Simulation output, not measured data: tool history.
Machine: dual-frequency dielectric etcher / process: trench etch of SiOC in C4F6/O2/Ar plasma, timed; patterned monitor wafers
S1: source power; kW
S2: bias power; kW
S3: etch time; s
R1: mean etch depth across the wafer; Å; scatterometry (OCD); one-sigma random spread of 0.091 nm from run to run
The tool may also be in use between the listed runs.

| run | hour | S1 | S2 | S3 | R1 |
|---|---|---|---|---|---|
| 1 | 0 | 0.49 | 0.195 | 9.5 | 199.01 |
| 2 | 8.5 | 0.49 | 0.195 | 9 | 190.82 |
| 3 | 15.5 | 0.49 | 0.195 | 9 | 190.17 |
| 4 | 17.6 | 0.53 | 0.197 | 9 | 194.42 |
|  | 18.7 | bias power generator calibrated |
| 5 | 18.7 | 0.53 | 0.197 | 9.5 | 210.7 |
| 6 | 26.4 | 0.54 | 0.197 | 9.5 | 212.11 |

Run 7 has not been measured yet. What should we expect?
| 7 | 29.9 | 0.54 | 0.197 | 9.5 | ? |

R1: 212.88 Å
